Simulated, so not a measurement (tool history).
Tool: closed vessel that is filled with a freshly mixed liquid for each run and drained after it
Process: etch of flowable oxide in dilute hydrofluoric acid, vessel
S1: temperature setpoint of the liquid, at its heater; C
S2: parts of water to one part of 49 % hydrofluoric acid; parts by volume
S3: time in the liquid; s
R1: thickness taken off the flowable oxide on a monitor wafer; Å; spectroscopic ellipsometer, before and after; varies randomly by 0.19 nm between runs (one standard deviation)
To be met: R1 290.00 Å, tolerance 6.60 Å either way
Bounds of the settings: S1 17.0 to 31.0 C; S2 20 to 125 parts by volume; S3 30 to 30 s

{"run": 1, "hour": 0.0, "S1": 23.0, "S2": 70, "S3": 30, "R1": 190.74}
{"run": 2, "hour": 6.8, "S1": 23.0, "S2": 70, "S3": 30, "R1": 188.26}
{"run": 3, "hour": 7.7, "S1": 24.5, "S2": 70, "S3": 30, "R1": 199.17}
{"run": 4, "hour": 15.8, "S1": 21.5, "S2": 70, "S3": 30, "R1": 175.97}
{"run": 5, "hour": 21.6, "S1": 23.0, "S2": 70, "S3": 30, "R1": 187.22}
{"run": 6, "hour": 27.3, "S1": 24.5, "S2": 70, "S3": 30, "R1": 199.02}
{"run": 7, "hour": 36.0, "S1": 25.5, "S2": 70, "S3": 30, "R1": 209.79}
{"run": 8, "hour": 44.4, "S1": 26.5, "S2": 70, "S3": 30, "R1": 216.27}
{"run": 9, "hour": 46.6, "S1": 27.5, "S2": 70, "S3": 30, "R1": 226.99}
{"run": 10, "hour": 54.2, "S1": 28.0, "S2": 70, "S3": 30, "R1": 231.98}
{"run": 11, "hour": 59.8, "S1": 28.5, "S2": 70, "S3": 30, "R1": 233.35}
{"run": 12, "hour": 61.0, "S1": 29.0, "S2": 70, "S3": 30, "R1": 237.77}
{"run": 13, "hour": 69.4, "S1": 29.5, "S2": 70, "S3": 30, "R1": 239.9}
{"run": 14, "hour": 77.9, "S1": 30.0, "S2": 70, "S3": 30, "R1": 249.2}
{"run": 15, "hour": 86.0, "S1": 30.5, "S2": 65, "S3": 30, "R1": 276.3}
{"run": 16, "hour": 90.6, "S1": 31.0, "S2": 65, "S3": 30, "R1": 280.4}
{"run": 17, "hour": 95.9, "S1": 31.0, "S2": 60, "S3": 30, "R1": 304.27}

4 next moves are on the table. One of them brings every result within its allowed miss. Which?
{"run": "A", "hour": 101.2, "S1": 31.0, "S2": 55, "S3": 30, "R1": "?"}
{"run": "B", "hour": 101.2, "S1": 30.5, "S2": 65, "S3": 30, "R1": "?"}
{"run": "C", "hour": 101.2, "S1": 29.5, "S2": 60, "S3": 30, "R1": "?"}
{"run": "D", "hour": 101.2, "S1": 28.0, "S2": 60, "S3": 30, "R1": "?"}

move=A R1=332.69
move=B R1=271.59
move=C R1=285.40
move=D R1=269.14
A: its largest miss is bigger than the last run's
B: moves the result that the last run missed by most past its target, out the other side
C: all results land within tolerance of their targets
D: moves the result that the last run missed by most past its target, out the other side
Go with C: it meets all targets.

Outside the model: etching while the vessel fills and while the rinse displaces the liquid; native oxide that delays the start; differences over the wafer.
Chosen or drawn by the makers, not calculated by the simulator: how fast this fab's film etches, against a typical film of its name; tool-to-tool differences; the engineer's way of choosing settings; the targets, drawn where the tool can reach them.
